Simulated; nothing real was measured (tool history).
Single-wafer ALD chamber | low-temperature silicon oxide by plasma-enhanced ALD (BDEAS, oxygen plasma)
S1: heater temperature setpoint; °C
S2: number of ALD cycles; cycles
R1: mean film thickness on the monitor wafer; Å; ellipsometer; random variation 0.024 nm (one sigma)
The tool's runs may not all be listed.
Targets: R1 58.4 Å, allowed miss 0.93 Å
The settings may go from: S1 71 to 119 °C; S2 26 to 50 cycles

{"run": 1, "hour": 0.0, "S1": 95, "S2": 38, "R1": 50.569}
{"run": 2, "hour": 7.3, "S1": 95, "S2": 35, "R1": 46.699}
{"run": 3, "hour": 7.9, "S1": 91, "S2": 35, "R1": 47.86}
{"run": 4, "hour": 11.0, "S1": 85, "S2": 36, "R1": 49.853}
{"run": 5, "hour": 14.3, "S1": 85, "S2": 40, "R1": 55.712}
{"run": 6, "hour": 22.6, "S1": 82, "S2": 40, "R1": 55.604}
{"run": 7, "hour": 27.8, "S1": 80, "S2": 40, "R1": 56.34}
{"run": 8, "hour": 32.8, "S1": 80, "S2": 40, "R1": 56.446}
{"run": 9, "hour": 40.4, "S1": 78, "S2": 40, "R1": 57.102}

5 next moves are on the table. One of them brings every result within its allowed miss. Which?
{"run": "A", "hour": 48.0, "S1": 73, "S2": 39, "R1": "?"}
{"run": "B", "hour": 48.0, "S1": 76, "S2": 41, "R1": "?"}
{"run": "C", "hour": 48.0, "S1": 78, "S2": 39, "R1": "?"}
{"run": "D", "hour": 48.0, "S1": 81, "S2": 40, "R1": "?"}
{"run": "E", "hour": 48.0, "S1": 75, "S2": 39, "R1": "?"}

move=A R1=56.645
move=B R1=58.902
move=C R1=55.617
move=D R1=56.411
move=E R1=56.234
A: further off than the last run
B: meets every target
C: further off than the last run
D: further off than the last run
E: further off than the last run
The right move is B.

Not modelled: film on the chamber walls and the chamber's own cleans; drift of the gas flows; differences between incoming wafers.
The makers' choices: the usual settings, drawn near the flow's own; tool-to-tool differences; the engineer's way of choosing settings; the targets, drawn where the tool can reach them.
